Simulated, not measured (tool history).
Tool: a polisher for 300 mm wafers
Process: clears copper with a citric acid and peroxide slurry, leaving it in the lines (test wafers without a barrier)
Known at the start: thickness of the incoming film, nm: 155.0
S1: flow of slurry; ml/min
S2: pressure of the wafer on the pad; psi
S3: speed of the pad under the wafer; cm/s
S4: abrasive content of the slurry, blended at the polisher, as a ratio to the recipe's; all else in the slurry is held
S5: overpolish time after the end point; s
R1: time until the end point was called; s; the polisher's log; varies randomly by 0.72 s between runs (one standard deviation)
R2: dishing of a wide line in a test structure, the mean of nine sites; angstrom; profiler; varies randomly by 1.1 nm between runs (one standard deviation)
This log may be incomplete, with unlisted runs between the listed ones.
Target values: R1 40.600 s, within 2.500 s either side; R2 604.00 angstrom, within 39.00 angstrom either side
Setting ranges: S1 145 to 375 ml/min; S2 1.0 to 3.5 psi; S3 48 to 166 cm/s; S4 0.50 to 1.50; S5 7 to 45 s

Run 1, hour 0.0: S1 240 ml/min, S2 2.2 psi, S3 106 cm/s, S4 1.00, S5 23 s. Result: R1 80.077 s, R2 346.43 angstrom.
Run 2, hour 2.9: S1 240 ml/min, S2 2.2 psi, S3 132 cm/s, S4 1.00, S5 23 s. Result: R1 66.669 s, R2 400.14 angstrom.
Run 3, hour 6.6: S1 240 ml/min, S2 2.5 psi, S3 134 cm/s, S4 1.00, S5 23 s. Result: R1 58.321 s, R2 470.22 angstrom.
Run 4, hour 9.4: S1 240 ml/min, S2 2.5 psi, S3 116 cm/s, S4 1.00, S5 23 s. Result: R1 65.562 s, R2 410.46 angstrom.
Run 5, hour 14.6: S1 240 ml/min, S2 2.5 psi, S3 116 cm/s, S4 1.00, S5 18 s. Result: R1 65.058 s, R2 331.39 angstrom.
Run 6, hour 18.0: S1 240 ml/min, S2 2.5 psi, S3 130 cm/s, S4 1.00, S5 18 s. Result: R1 57.527 s, R2 365.85 angstrom.
Run 7, hour 25.8: S1 240 ml/min, S2 2.7 psi, S3 130 cm/s, S4 1.00, S5 19 s. Result: R1 52.526 s, R2 415.49 angstrom.
Run 8, hour 27.6: S1 240 ml/min, S2 2.9 psi, S3 130 cm/s, S4 1.00, S5 20 s. Result: R1 51.596 s, R2 460.24 angstrom.
Run 9, hour 33.8: S1 240 ml/min, S2 3.1 psi, S3 132 cm/s, S4 1.00, S5 20 s. Result: R1 47.254 s, R2 500.01 angstrom.

Pick the move, out of 5, that brings all results within their allowed miss; only one does.
Run A, hour 40.0: S1 220 ml/min, S2 3.0 psi, S3 108 cm/s, S4 0.90, S5 22 s. Result: R1 ?, R2 ?.
Run B, hour 40.0: S1 190 ml/min, S2 2.7 psi, S3 126 cm/s, S4 0.90, S5 38 s. Result: R1 ?, R2 ?.
Run C, hour 40.0: S1 190 ml/min, S2 3.5 psi, S3 144 cm/s, S4 0.80, S5 14 s. Result: R1 ?, R2 ?.
Run D, hour 40.0: S1 200 ml/min, S2 3.4 psi, S3 110 cm/s, S4 0.90, S5 17 s. Result: R1 ?, R2 ?.
Run E, hour 40.0: S1 280 ml/min, S2 3.1 psi, S3 156 cm/s, S4 0.85, S5 22 s. Result: R1 ?, R2 ?.

move      R1      R2
   A  60.418  443.45
   B  58.527  704.32
   C  40.590  426.26
   D  53.038  399.18
   E  40.200  624.13
A: misses by more than the last run did
B: the result that was furthest off in the last run now lies on the other side of its target
C: misses by more than the last run did
D: misses by more than the last run did
E: meets every target
Correct choice: E, which meets every target

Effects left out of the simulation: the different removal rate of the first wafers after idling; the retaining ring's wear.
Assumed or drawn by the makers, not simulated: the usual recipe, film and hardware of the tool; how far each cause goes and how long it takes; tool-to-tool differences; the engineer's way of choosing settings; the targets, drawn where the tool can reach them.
